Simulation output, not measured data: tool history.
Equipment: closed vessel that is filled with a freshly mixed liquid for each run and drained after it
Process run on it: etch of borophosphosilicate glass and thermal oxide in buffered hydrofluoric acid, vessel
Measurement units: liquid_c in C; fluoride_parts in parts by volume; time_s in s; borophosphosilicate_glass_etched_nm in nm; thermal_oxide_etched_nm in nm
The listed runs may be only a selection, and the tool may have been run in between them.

run,hour,liquid_c,fluoride_parts,time_s,borophosphosilicate_glass_etched_nm,thermal_oxide_etched_nm
1,0.0,25,11.0,60,119.090,67.140
2,5.4,24,12.0,60,103.350,57.516
3,8.7,24,14.0,60,88.732,50.356
4,10.2,26,14.0,60,99.142,56.037
5,18.0,26,16.0,60,86.722,49.326
6,27.0,26,17.5,60,78.955,44.866

What will run 7 give?
7,32.7,22,18.0,50,?,?

Run 7 measured borophosphosilicate_glass_etched_nm 51.526 nm, thermal_oxide_etched_nm 29.304 nm.
